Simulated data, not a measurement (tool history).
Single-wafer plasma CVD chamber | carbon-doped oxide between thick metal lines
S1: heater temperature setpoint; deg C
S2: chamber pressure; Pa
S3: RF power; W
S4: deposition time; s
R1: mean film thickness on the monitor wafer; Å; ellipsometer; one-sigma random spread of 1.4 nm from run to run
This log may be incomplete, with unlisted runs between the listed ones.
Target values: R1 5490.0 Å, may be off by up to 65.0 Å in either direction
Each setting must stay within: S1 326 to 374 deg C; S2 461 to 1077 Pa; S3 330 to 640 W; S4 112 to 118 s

run	hour	S1	S2	S3	S4	R1
1	0.0	350	769	485	118	6131.6
2	4.7	343	769	485	118	6247.3
3	11.9	343	769	450	118	5966.6
4	17.3	349	732	450	118	5825.3
5	18.5	353	708	450	118	5706.6
6	23.5	356	696	450	118	5670.8
7	26.0	358	683	450	118	5608.4
8	28.1	360	676	450	118	5562.4

5 next moves are on the table. One of them brings every result within its allowed miss. Which?
A	30.2	365	783	455	118	?
B	30.2	363	677	450	117	?
C	30.2	357	757	460	115	?
D	30.2	360	640	490	116	?
E	30.2	362	791	465	115	?

move	R1
A	5657.0
B	5466.2
C	5636.5
D	5666.0
E	5631.2
A: lands further from the targets than the last run did
B: all results in spec
C: lands further from the targets than the last run did
D: lands further from the targets than the last run did
E: lands further from the targets than the last run did
Correct choice: B, which meets every target
